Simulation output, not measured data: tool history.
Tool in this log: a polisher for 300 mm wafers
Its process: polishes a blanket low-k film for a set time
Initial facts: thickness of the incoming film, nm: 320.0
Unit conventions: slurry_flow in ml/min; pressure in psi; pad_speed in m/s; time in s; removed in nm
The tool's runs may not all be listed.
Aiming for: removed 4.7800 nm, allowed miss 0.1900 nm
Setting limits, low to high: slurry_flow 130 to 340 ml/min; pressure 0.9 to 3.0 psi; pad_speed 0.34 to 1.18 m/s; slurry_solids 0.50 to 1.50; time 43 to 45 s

{"run": 1, "hour": 0.0, "slurry_flow": 220, "pressure": 1.9, "pad_speed": 0.76, "slurry_solids": 1.0, "time": 43, "removed": 12.182}
{"run": 2, "hour": 5.5, "slurry_flow": 220, "pressure": 1.7, "pad_speed": 0.7, "slurry_solids": 1.0, "time": 43, "removed": 9.9903}
{"run": 3, "hour": 6.3, "slurry_flow": 220, "pressure": 1.5, "pad_speed": 0.66, "slurry_solids": 1.0, "time": 43, "removed": 8.5726}
{"run": 4, "hour": 8.9, "slurry_flow": 220, "pressure": 1.5, "pad_speed": 0.66, "slurry_solids": 1.0, "time": 43, "removed": 8.5013}
{"run": 5, "hour": 11.0, "slurry_flow": 220, "pressure": 1.5, "pad_speed": 0.76, "slurry_solids": 1.0, "time": 43, "removed": 9.5314}
{"run": 6, "hour": 12.5, "slurry_flow": 220, "pressure": 1.4, "pad_speed": 0.7, "slurry_solids": 1.0, "time": 43, "removed": 8.3336}
{"run": 7, "hour": 21.5, "slurry_flow": 220, "pressure": 1.3, "pad_speed": 0.66, "slurry_solids": 1.0, "time": 43, "removed": 7.4392}
{"run": 8, "hour": 26.4, "slurry_flow": 220, "pressure": 1.3, "pad_speed": 0.66, "slurry_solids": 1.0, "time": 43, "removed": 7.473}
{"run": 9, "hour": 30.8, "slurry_flow": 220, "pressure": 1.2, "pad_speed": 0.62, "slurry_solids": 1.0, "time": 43, "removed": 6.6157}
{"run": 10, "hour": 33.1, "slurry_flow": 215, "pressure": 0.9, "pad_speed": 0.48, "slurry_solids": 1.0, "time": 43, "removed": 4.1301}
{"run": 11, "hour": 36.6, "slurry_flow": 220, "pressure": 0.9, "pad_speed": 0.48, "slurry_solids": 1.0, "time": 43, "removed": 4.1533}
{"run": 12, "hour": 37.3, "slurry_flow": 220, "pressure": 1.0, "pad_speed": 0.48, "slurry_solids": 1.0, "time": 43, "removed": 4.553}

Exercise: of the 5 proposed moves below, exactly one satisfies all targets within the stated allowed misses. Which move is it?
{"run": "A", "hour": 38.0, "slurry_flow": 225, "pressure": 1.0, "pad_speed": 0.46, "slurry_solids": 1.0, "time": 43, "removed": "?"}
{"run": "B", "hour": 38.0, "slurry_flow": 220, "pressure": 0.9, "pad_speed": 0.46, "slurry_solids": 0.95, "time": 45, "removed": "?"}
{"run": "C", "hour": 38.0, "slurry_flow": 215, "pressure": 0.9, "pad_speed": 0.56, "slurry_solids": 0.8, "time": 44, "removed": "?"}
{"run": "D", "hour": 38.0, "slurry_flow": 205, "pressure": 1.0, "pad_speed": 0.44, "slurry_solids": 0.95, "time": 44, "removed": "?"}
{"run": "E", "hour": 38.0, "slurry_flow": 205, "pressure": 1.4, "pad_speed": 0.44, "slurry_solids": 0.8, "time": 43, "removed": "?"}

move=A removed=4.4231
move=B removed=4.0639
move=C removed=4.0407
move=D removed=4.1687
move=E removed=4.7987
A: further off than the last run
B: further off than the last run
C: further off than the last run
D: further off than the last run
E: all results land within tolerance of their targets
Answer: E
